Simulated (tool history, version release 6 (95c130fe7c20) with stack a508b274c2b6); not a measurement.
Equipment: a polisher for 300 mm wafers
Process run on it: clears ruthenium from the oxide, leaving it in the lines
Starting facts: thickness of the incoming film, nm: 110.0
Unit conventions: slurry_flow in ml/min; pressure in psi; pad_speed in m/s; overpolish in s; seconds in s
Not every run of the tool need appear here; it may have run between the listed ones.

{"run": 1, "hour": 0.0, "slurry_flow": 135, "pressure": 2.4, "pad_speed": 0.92, "overpolish": 5, "seconds": 95.424}
{"run": 2, "hour": 1.0, "slurry_flow": 135, "pressure": 2.4, "pad_speed": 0.92, "overpolish": 5, "seconds": 93.466}
{"run": 3, "hour": 4.9, "slurry_flow": 135, "pressure": 2.4, "pad_speed": 0.92, "overpolish": 5, "seconds": 94.421}
{"run": 4, "hour": 11.2, "slurry_flow": 135, "pressure": 2.4, "pad_speed": 0.92, "overpolish": 4, "seconds": 95.767}
{"run": 5, "hour": 16.8, "slurry_flow": 135, "pressure": 2.3, "pad_speed": 0.92, "overpolish": 4, "seconds": 101.54}
{"run": 6, "hour": 25.6, "slurry_flow": 135, "pressure": 2.7, "pad_speed": 0.92, "overpolish": 4, "seconds": 85.285}
{"run": 7, "hour": 30.4, "slurry_flow": 125, "pressure": 2.1, "pad_speed": 0.9, "overpolish": 4, "seconds": 114.37}

For run 8, what comes out?
{"run": 8, "hour": 36.8, "slurry_flow": 120, "pressure": 2.1, "pad_speed": 0.9, "overpolish": 4, "seconds": "?"}

{"run 8": {"seconds": 113.46}}
